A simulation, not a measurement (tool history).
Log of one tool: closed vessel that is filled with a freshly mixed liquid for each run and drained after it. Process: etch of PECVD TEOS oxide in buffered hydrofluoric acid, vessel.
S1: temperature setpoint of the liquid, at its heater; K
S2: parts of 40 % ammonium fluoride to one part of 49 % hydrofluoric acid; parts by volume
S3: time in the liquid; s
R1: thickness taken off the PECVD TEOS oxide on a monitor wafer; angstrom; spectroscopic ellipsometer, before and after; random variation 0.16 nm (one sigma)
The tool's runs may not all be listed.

run	hour	S1	S2	S3	R1
1	0.0	297.15	19.0	30	215.33
2	3.9	296.65	19.0	30	208.95
3	9.7	299.15	19.0	30	238.95
4	13.7	298.15	19.0	30	228.52
5	19.1	297.15	19.0	30	215.86
6	20.1	296.65	19.0	30	209.64
7	23.8	296.15	19.0	30	202.14

Run 8 comes next. What will it give?
8	28.2	292.15	19.5	30	?

Run 8 gave R1 157.63 angstrom.
